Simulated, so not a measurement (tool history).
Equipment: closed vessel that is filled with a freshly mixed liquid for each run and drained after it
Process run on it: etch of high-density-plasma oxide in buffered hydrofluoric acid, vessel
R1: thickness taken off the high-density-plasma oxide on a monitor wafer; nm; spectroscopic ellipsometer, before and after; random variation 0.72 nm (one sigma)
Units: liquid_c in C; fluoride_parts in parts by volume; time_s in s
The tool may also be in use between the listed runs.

run 1 hour=0 | liquid_c=21 fluoride_parts=8.5 time_s=100 | R1=121.2
run 2 hour=5.6 | liquid_c=20 fluoride_parts=9 time_s=100 | R1=107.69
run 3 hour=11 | liquid_c=20 fluoride_parts=9 time_s=100 | R1=108.77
run 4 hour=17.7 | liquid_c=19 fluoride_parts=9.5 time_s=100 | R1=97.319
run 5 hour=19.7 | liquid_c=21 fluoride_parts=9.5 time_s=100 | R1=110.12
run 6 hour=26.5 | liquid_c=20 fluoride_parts=9.5 time_s=100 | R1=104
run 7 hour=32.7 | liquid_c=19 fluoride_parts=9.5 time_s=100 | R1=97.717
run 8 hour=40.4 | liquid_c=18.5 fluoride_parts=9.5 time_s=100 | R1=93.335
run 9 hour=45.2 | liquid_c=18 fluoride_parts=9.5 time_s=100 | R1=92.896

For run 10, what comes out?
run 10 hour=52.3 | liquid_c=17.5 fluoride_parts=9.5 time_s=100 | R1=?

R1: 90.301 nm
